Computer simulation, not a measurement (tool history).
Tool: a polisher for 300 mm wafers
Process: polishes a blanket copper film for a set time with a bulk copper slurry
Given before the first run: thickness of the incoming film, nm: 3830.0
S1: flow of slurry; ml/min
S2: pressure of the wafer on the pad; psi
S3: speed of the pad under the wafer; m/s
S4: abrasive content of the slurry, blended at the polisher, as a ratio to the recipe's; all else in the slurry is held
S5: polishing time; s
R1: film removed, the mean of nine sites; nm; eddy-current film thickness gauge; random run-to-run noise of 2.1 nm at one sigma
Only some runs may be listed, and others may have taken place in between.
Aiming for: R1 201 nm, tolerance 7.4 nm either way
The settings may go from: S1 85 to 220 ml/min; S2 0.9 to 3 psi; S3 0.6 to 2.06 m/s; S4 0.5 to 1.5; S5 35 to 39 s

run	hour	S1	S2	S3	S4	S5	R1
1	0	140	1.9	1.32	1	39	277.42
2	4.2	135	1.8	1.32	1	39	261.35
3	10.6	130	1.7	1.32	1	39	245.44
4	12.6	130	1.7	1.32	0.8	39	231.43
5	21.1	130	1.7	1.32	0.65	39	208.46
6	24.6	130	1.7	1.32	0.65	35	191.75
# hour 26.3: slurry nozzle cleaned
7	26.3	140	1.8	1.32	0.65	35	211.39
8	29.6	135	1.8	1.32	0.65	35	215.85
9	34.6	135	1.8	1.32	0.65	35	213.85

Of the 5 settings listed for the next run, only one would bring every result within its allowed miss of target. Which one?
A	39.6	135	1.7	1.16	0.65	39	?
B	39.6	110	2.9	0.94	0.55	39	?
C	39.6	150	1.8	1.48	0.55	35	?
D	39.6	155	1.4	1.6	0.75	35	?
E	39.6	110	2.4	0.94	0.9	36	?

move	R1
A	196.81
B	239.72
C	224.67
D	217.17
E	222.31
A: every result within its allowed miss
B: its largest miss is bigger than the last run's
C: its largest miss is bigger than the last run's
D: its largest miss is bigger than the last run's
E: its largest miss is bigger than the last run's
Go with A: it meets all targets.
